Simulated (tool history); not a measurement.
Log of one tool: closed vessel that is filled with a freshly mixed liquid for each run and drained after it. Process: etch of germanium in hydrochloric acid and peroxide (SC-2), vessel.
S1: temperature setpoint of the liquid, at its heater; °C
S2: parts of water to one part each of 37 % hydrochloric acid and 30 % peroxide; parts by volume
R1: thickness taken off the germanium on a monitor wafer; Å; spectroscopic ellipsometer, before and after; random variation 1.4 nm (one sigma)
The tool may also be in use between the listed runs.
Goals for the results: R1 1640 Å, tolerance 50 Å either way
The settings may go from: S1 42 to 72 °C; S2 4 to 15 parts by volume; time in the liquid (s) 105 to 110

{"run": 1, "hour": 0.0, "S1": 58, "S2": 8.5, "time in the liquid (s)": 105, "R1": 2312.4}
{"run": 2, "hour": 4.3, "S1": 56.5, "S2": 8.5, "time in the liquid (s)": 105, "R1": 2184.6}
{"run": 3, "hour": 11.5, "S1": 60, "S2": 8.5, "time in the liquid (s)": 105, "R1": 2467.8}
{"run": 4, "hour": 14.7, "S1": 58, "S2": 8.5, "time in the liquid (s)": 105, "R1": 2330.4}
{"hour": 22.5, "done": "new drum of peroxide connected"}
{"run": 5, "hour": 22.5, "S1": 56.5, "S2": 8.5, "time in the liquid (s)": 105, "R1": 2245.7}
{"run": 6, "hour": 25.0, "S1": 55, "S2": 8.5, "time in the liquid (s)": 105, "R1": 2142.5}
{"run": 7, "hour": 26.3, "S1": 55, "S2": 8.5, "time in the liquid (s)": 105, "R1": 2155.9}
{"run": 8, "hour": 33.8, "S1": 53.5, "S2": 8.5, "time in the liquid (s)": 105, "R1": 2084.1}
{"run": 9, "hour": 38.1, "S1": 52, "S2": 8.5, "time in the liquid (s)": 105, "R1": 1958.5}
{"run": 10, "hour": 47.0, "S1": 52, "S2": 8.5, "time in the liquid (s)": 105, "R1": 1929.3}
{"run": 11, "hour": 48.7, "S1": 45.5, "S2": 9, "time in the liquid (s)": 105, "R1": 1567.1}

Consider the 4 candidate settings below. Which is the only one whose results all fall within their allowed miss of target?
{"run": "A", "hour": 50.4, "S1": 43, "S2": 10, "time in the liquid (s)": 105, "R1": "?"}
{"run": "B", "hour": 50.4, "S1": 45, "S2": 9, "time in the liquid (s)": 110, "R1": "?"}
{"run": "C", "hour": 50.4, "S1": 42.5, "S2": 10, "time in the liquid (s)": 110, "R1": "?"}
{"run": "D", "hour": 50.4, "S1": 44.5, "S2": 9, "time in the liquid (s)": 105, "R1": "?"}

move=A R1=1429.7
move=B R1=1613
move=C R1=1473.2
move=D R1=1514.7
A: further off than the last run
B: all results in spec
C: further off than the last run
D: further off than the last run
So the answer is move B, the one that meets all the targets.
